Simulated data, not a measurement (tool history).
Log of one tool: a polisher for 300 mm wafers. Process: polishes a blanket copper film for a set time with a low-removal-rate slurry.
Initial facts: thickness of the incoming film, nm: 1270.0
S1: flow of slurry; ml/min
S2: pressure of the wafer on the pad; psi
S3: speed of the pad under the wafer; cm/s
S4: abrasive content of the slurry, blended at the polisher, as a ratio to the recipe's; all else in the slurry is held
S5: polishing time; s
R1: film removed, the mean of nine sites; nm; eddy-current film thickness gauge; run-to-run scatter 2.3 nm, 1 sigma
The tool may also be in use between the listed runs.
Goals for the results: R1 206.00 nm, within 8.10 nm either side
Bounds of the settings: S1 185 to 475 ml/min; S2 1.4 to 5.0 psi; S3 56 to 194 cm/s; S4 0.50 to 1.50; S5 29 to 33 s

Run 1, hour 0.0: S1 305 ml/min, S2 3.2 psi, S3 124 cm/s, S4 1.00, S5 33 s. Result: R1 157.11 nm.
Run 2, hour 6.4: S1 305 ml/min, S2 3.5 psi, S3 124 cm/s, S4 1.00, S5 33 s. Result: R1 169.22 nm.
Run 3, hour 8.4: S1 305 ml/min, S2 3.5 psi, S3 124 cm/s, S4 0.90, S5 33 s. Result: R1 162.98 nm.
Run 4, hour 16.6: S1 305 ml/min, S2 3.7 psi, S3 124 cm/s, S4 0.90, S5 33 s. Result: R1 172.04 nm.
Run 5, hour 20.1: S1 305 ml/min, S2 3.9 psi, S3 124 cm/s, S4 0.90, S5 33 s. Result: R1 179.45 nm.
Run 6, hour 28.0: S1 255 ml/min, S2 3.9 psi, S3 124 cm/s, S4 0.90, S5 33 s. Result: R1 178.92 nm.
Run 7, hour 37.0: S1 255 ml/min, S2 4.0 psi, S3 124 cm/s, S4 0.90, S5 33 s. Result: R1 180.72 nm.
Run 8, hour 40.9: S1 260 ml/min, S2 4.1 psi, S3 124 cm/s, S4 0.90, S5 33 s. Result: R1 185.76 nm.
Run 9, hour 41.7: S1 260 ml/min, S2 4.2 psi, S3 124 cm/s, S4 0.90, S5 33 s. Result: R1 194.25 nm.

Which of these 4 next moves meets every target?
Run A, hour 42.5: S1 315 ml/min, S2 4.3 psi, S3 122 cm/s, S4 0.90, S5 31 s. Result: R1 ?.
Run B, hour 42.5: S1 255 ml/min, S2 4.1 psi, S3 128 cm/s, S4 0.95, S5 31 s. Result: R1 ?.
Run C, hour 42.5: S1 215 ml/min, S2 4.3 psi, S3 126 cm/s, S4 1.10, S5 33 s. Result: R1 ?.
Run D, hour 42.5: S1 245 ml/min, S2 4.2 psi, S3 116 cm/s, S4 1.00, S5 33 s. Result: R1 ?.

move      R1
   A  187.05
   B  186.89
   C  207.80
   D  186.88
A: further off than the last run
B: further off than the last run
C: in spec on every target
D: further off than the last run
Correct choice: C, which meets every target
